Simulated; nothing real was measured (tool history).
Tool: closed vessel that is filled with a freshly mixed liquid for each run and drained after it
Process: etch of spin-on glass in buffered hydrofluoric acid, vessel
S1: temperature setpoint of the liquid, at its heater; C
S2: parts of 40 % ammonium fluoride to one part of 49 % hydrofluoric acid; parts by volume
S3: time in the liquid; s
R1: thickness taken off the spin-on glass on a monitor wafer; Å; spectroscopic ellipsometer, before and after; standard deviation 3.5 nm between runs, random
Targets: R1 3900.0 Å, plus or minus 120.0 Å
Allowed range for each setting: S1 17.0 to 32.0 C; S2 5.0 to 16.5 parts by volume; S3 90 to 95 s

run,hour,S1,S2,S3,R1
1,0.0,24.0,10.0,90,2192.2
2,4.7,24.0,12.5,90,1747.9
3,9.9,26.5,11.0,90,2287.5
4,10.7,26.5,13.0,90,1920.5
5,17.3,26.5,13.0,95,2036.4
6,20.5,26.5,10.0,95,2681.6
7,24.1,28.0,9.5,95,2956.6
8,27.1,29.0,9.0,95,3199.5
9,29.4,30.0,8.5,95,3540.4
10,38.2,30.5,8.5,95,3734.8

Of the 4 settings listed for the next run, only one would bring every result within its allowed miss of target. Which one?
A,47.0,31.0,8.5,90,?
B,47.0,31.5,9.0,90,?
C,47.0,30.5,8.5,90,?
D,47.0,30.0,7.5,90,?

move,R1
A,3656.3
B,3527.1
C,3562.2
D,3973.1
A: moves away from the targets compared with the last run
B: moves away from the targets compared with the last run
C: moves away from the targets compared with the last run
D: all results land within tolerance of their targets
D meets every target.
